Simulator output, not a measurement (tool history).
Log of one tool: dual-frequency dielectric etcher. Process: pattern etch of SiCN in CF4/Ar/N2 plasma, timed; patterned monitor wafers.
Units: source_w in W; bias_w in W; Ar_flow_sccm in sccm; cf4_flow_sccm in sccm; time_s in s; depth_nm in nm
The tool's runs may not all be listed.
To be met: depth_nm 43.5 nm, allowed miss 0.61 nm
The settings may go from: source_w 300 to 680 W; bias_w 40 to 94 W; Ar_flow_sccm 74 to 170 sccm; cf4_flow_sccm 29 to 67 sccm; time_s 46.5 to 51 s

| run | hour | source_w | bias_w | Ar_flow_sccm | cf4_flow_sccm | time_s | depth_nm |
|---|---|---|---|---|---|---|---|
| 1 | 0 | 490 | 67 | 122 | 48 | 51 | 38.939 |
| 2 | 8.1 | 500 | 67 | 122 | 48 | 51 | 39.412 |
| 3 | 9.7 | 510 | 67 | 122 | 48 | 51 | 39.875 |
| 4 | 13.3 | 510 | 67 | 137 | 48 | 51 | 39.3 |
| 5 | 18.9 | 510 | 60 | 137 | 48 | 51 | 37.691 |
| 6 | 22.6 | 530 | 60 | 137 | 48 | 51 | 38.794 |
| 7 | 29.3 | 540 | 60 | 137 | 48 | 51 | 38.776 |
| 8 | 35.4 | 560 | 60 | 137 | 48 | 51 | 39.899 |
| 9 | 37.8 | 570 | 60 | 137 | 48 | 51 | 40.127 |
| 10 | 41.5 | 580 | 60 | 137 | 48 | 51 | 40.905 |
| 11 | 50.4 | 620 | 60 | 137 | 48 | 51 | 42.489 |

5 next moves are on the table. One of them brings every result within its allowed miss. Which?
| A | 59.3 | 640 | 63 | 146 | 42 | 51 | ? |
| B | 59.3 | 620 | 62 | 123 | 49 | 49 | ? |
| C | 59.3 | 680 | 66 | 123 | 45 | 47 | ? |
| D | 59.3 | 680 | 67 | 129 | 42 | 49 | ? |
| E | 59.3 | 670 | 58 | 170 | 58 | 48 | ? |

| move | depth_nm |
|---|---|
| A | 42.536 |
| B | 42.452 |
| C | 43.541 |
| D | 44.606 |
| E | 41.493 |
A: as far off as the last run
B: as far off as the last run
C: meets every target
D: takes the result that was furthest off past its target
E: further off than the last run
Move C is the one to make.
